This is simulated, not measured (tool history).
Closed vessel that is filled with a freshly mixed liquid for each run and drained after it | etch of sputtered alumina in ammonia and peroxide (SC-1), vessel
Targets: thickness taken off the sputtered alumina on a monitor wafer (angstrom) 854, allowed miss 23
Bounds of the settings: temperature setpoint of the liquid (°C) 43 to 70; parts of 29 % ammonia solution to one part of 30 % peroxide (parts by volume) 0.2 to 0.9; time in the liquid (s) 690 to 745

run  hour  temperature setpoint of the liquid (°C)  parts of 29 % ammonia solution to one part of 30 % peroxide (parts by volume)  time in the liquid (s)  thickness taken off the sputtered alumina on a monitor wafer (angstrom)
  1     0                                       59                                                                            0.5                     690                                                                   559.84
  2   4.3                                       61                                                                            0.5                     690                                                                   624.43
  3  12.5                                       55                                                                            0.5                     690                                                                   460.74
  4  18.3                                     52.5                                                                            0.5                     690                                                                   403.74
  5  19.5                                     56.5                                                                            0.5                     690                                                                   501.58
  6  28.9                                     59.5                                                                            0.5                     690                                                                   585.35
  7  32.9                                     59.5                                                                            0.5                     690                                                                   587.17
  8  41.6                                     59.5                                                                            0.5                     690                                                                   584.43
  9  43.2                                     61.5                                                                            0.5                     690                                                                   644.47
 10  50.8                                       63                                                                            0.5                     690                                                                    693.3
 11  59.6                                       64                                                                            0.5                     690                                                                   726.02
 12  66.8                                       68                                                                            0.5                     690                                                                    889.6

4 next moves are on the table. One of them brings every result within its allowed miss. Which?
  A    74                                     67.5                                                                           0.45                     725                                                                        ?
  B    74                                       67                                                                           0.45                     700                                                                        ?
  C    74                                       68                                                                            0.5                     705                                                                        ?
  D    74                                       67                                                                           0.55                     730                                                                        ?

move  thickness taken off the sputtered alumina on a monitor wafer (angstrom)
   A                                                                   902.96
   B                                                                   850.78
   C                                                                   908.66
   D                                                                   904.16
A: further off than the last run
B: meets every target
C: further off than the last run
D: further off than the last run
Move B is the one to make.

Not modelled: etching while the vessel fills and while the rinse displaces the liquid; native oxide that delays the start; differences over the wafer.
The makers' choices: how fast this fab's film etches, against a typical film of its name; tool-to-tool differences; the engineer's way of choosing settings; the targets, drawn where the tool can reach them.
